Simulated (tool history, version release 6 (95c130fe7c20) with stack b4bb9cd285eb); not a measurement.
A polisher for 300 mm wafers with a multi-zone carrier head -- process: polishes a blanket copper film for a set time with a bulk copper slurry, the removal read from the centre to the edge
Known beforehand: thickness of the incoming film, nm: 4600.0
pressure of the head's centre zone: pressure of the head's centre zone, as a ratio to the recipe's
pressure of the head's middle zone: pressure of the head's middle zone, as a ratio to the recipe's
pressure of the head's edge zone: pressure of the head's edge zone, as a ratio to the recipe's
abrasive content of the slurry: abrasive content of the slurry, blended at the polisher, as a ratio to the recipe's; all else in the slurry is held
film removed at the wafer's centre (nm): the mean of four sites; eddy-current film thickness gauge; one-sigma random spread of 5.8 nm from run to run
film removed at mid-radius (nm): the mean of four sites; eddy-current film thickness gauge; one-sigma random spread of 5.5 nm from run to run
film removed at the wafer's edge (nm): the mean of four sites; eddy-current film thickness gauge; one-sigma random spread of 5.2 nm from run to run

run	hour	flow of slurry (ml/min)	pressure of the head's centre zone	pressure of the head's middle zone	pressure of the head's edge zone	abrasive content of the slurry	polishing time (s)	film removed at the wafer's centre (nm)	film removed at mid-radius (nm)	film removed at the wafer's edge (nm)
1	0	310	1	1	1	1	70	681.66	696.36	678.86
2	8.9	305	0.99	0.97	1	0.9	66	609.81	619.75	624.76
3	15.6	365	0.99	0.97	1	0.9	66	617.13	645.91	634.25
4	22.6	350	0.98	0.94	0.98	0.8	64	576.6	576.56	587.62
5	28.9	350	0.98	1.01	0.98	0.8	64	592.92	614.41	586.75
6	35.7	340	0.96	0.97	0.96	0.75	63	539.28	573.37	555.56

Predict the results of run 7:
7	39.6	325	0.96	0.94	0.95	0.7	62	?	?	?

Run 7 produced film removed at the wafer's centre (nm) 534.14, film removed at mid-radius (nm) 553.42, film removed at the wafer's edge (nm) 541.16.
